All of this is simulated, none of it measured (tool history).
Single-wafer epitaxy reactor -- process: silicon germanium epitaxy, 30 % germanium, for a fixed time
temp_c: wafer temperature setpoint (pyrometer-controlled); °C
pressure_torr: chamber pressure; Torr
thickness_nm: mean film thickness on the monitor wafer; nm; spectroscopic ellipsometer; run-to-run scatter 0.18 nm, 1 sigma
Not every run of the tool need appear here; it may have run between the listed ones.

| run | hour | temp_c | pressure_torr | thickness_nm |
|---|---|---|---|---|
| 1 | 0 | 605 | 21.2 | 63.822 |
| 2 | 1.2 | 610 | 21.2 | 69.975 |
| 3 | 8.3 | 605 | 21.1 | 64.34 |
| 4 | 9.3 | 605 | 22.5 | 66.09 |
| 5 | 16.6 | 605 | 20 | 63.169 |
| 6 | 19 | 605 | 17.8 | 60.347 |
| 7 | 23.8 | 602 | 17.8 | 57.364 |

Predict the results of run 8:
| 8 | 27.7 | 599 | 17.8 | ? |

Run 8 came out at thickness_nm 54.122 nm.

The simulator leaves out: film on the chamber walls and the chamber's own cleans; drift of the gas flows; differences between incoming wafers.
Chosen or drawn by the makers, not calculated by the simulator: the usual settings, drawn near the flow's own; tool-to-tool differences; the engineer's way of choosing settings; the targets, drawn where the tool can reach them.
